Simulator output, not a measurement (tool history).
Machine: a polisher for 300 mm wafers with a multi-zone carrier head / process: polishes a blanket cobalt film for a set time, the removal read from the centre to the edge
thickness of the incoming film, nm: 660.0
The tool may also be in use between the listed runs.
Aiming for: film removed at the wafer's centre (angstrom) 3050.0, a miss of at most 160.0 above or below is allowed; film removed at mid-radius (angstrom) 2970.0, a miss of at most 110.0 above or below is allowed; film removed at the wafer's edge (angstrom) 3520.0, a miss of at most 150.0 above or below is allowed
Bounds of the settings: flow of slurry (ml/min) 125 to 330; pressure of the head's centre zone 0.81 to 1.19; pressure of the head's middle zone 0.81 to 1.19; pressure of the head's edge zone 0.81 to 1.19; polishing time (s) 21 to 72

run  hour  flow of slurry (ml/min)  pressure of the head's centre zone  pressure of the head's middle zone  pressure of the head's edge zone  polishing time (s)  film removed at the wafer's centre (angstrom)  film removed at mid-radius (angstrom)  film removed at the wafer's edge (angstrom)
  1   0.0                      210                                1.00                                1.00                              1.00                  46                                         2412.8                                 2545.7                                       2479.5
  2   8.5                      210                                1.08                                1.00                              1.00                  46                                         2651.8                                 2533.4                                       2477.8
  3  17.5                      190                                1.08                                1.00                              1.00                  46                                         2625.8                                 2493.0                                       2431.7
  4  24.1                      200                                1.07                                0.99                              1.02                  47                                         2665.9                                 2506.2                                       2531.4
  5  32.9                      205                                1.06                                0.99                              1.04                  48                                         2689.5                                 2595.6                                       2561.1
  6  36.1                      200                                1.04                                0.97                              1.05                  50                                         2715.1                                 2657.8                                       2755.3
  7  37.9                      200                                1.04                                0.96                              1.06                  51                                         2736.8                                 2722.1                                       2772.6
  8  45.4                      200                                1.04                                0.94                              1.08                  52                                         2876.5                                 2735.5                                       2893.4
  9  49.0                      205                                1.03                                0.93                              1.09                  53                                         2875.9                                 2752.0                                       2989.1
 10  57.9                      210                                1.02                                0.92                              1.10                  54                                         2939.2                                 2779.9                                       3015.3
 11  61.1                      205                                1.01                                0.91                              1.11                  55                                         2954.5                                 2799.5                                       3081.0
 12  66.4                      205                                1.00                                0.90                              1.12                  56                                         2998.9                                 2849.7                                       3234.7
 13  70.2                      205                                1.00                                0.90                              1.13                  56                                         2990.1                                 2840.0                                       3227.8
 14  75.1                      205                                1.00                                0.90                              1.14                  56                                         2982.5                                 2817.2                                       3163.0

Next run, 4 choices. One meets every target within its allowed miss, the rest don't. Which?
  A  80.0                      225                                1.14                                0.94                              1.16                  56                                              ?                                      ?                                            ?
  B  80.0                      240                                1.11                                0.82                              1.05                  55                                              ?                                      ?                                            ?
  C  80.0                      235                                0.91                                0.82                              1.09                  62                                              ?                                      ?                                            ?
  D  80.0                      180                                1.08                                0.87                              1.17                  61                                              ?                                      ?                                            ?

move  film removed at the wafer's centre (angstrom)  film removed at mid-radius (angstrom)  film removed at the wafer's edge (angstrom)
   A                                         3464.2                                 2959.9                                       3309.4
   B                                         3341.7                                 2635.9                                       3133.9
   C                                         3074.1                                 2966.1                                       3583.9
   D                                         3432.3                                 2928.3                                       3528.0
A: further off than the last run
B: further off than the last run
C: meets every target
D: meets the target for the result that was furthest off, but another lies outside its allowed miss
C meets every target.
